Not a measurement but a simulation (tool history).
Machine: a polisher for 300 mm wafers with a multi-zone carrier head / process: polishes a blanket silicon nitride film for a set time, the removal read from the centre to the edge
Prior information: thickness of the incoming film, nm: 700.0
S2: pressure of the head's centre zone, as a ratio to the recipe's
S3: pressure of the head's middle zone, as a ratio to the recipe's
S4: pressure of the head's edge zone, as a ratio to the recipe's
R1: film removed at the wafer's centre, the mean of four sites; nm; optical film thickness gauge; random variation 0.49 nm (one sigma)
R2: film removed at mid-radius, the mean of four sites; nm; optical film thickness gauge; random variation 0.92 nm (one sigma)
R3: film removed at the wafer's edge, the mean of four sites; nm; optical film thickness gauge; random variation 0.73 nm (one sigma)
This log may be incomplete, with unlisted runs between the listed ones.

{"run": 1, "hour": 0.0, "flow of slurry (ml/min)": 195, "S2": 1.0, "S3": 1.0, "S4": 1.0, "polishing time (s)": 46, "R1": 92.07, "R2": 89.217, "R3": 92.69}
{"run": 2, "hour": 5.4, "flow of slurry (ml/min)": 185, "S2": 0.95, "S3": 0.99, "S4": 0.96, "polishing time (s)": 43, "R1": 81.143, "R2": 84.333, "R3": 81.513}
{"run": 3, "hour": 13.8, "flow of slurry (ml/min)": 170, "S2": 0.91, "S3": 0.95, "S4": 0.96, "polishing time (s)": 42, "R1": 74.668, "R2": 76.518, "R3": 82.078}
{"run": 4, "hour": 19.0, "flow of slurry (ml/min)": 170, "S2": 0.85, "S3": 0.95, "S4": 0.96, "polishing time (s)": 42, "R1": 69.038, "R2": 77.347, "R3": 81.068}
{"run": 5, "hour": 22.4, "flow of slurry (ml/min)": 165, "S2": 0.85, "S3": 0.94, "S4": 0.92, "polishing time (s)": 41, "R1": 68.032, "R2": 75.208, "R3": 76.529}
{"run": 6, "hour": 27.0, "flow of slurry (ml/min)": 165, "S2": 0.85, "S3": 1.0, "S4": 0.92, "polishing time (s)": 41, "R1": 68.77, "R2": 79.896, "R3": 75.84}

Run 7 is up next; what results do you expect?
{"run": 7, "hour": 34.4, "flow of slurry (ml/min)": 155, "S2": 0.84, "S3": 0.97, "S4": 0.9, "polishing time (s)": 40, "R1": "?", "R2": "?", "R3": "?"}

Run 7 came out at R1 64.544 nm, R2 73.826 nm, R3 73.886 nm.

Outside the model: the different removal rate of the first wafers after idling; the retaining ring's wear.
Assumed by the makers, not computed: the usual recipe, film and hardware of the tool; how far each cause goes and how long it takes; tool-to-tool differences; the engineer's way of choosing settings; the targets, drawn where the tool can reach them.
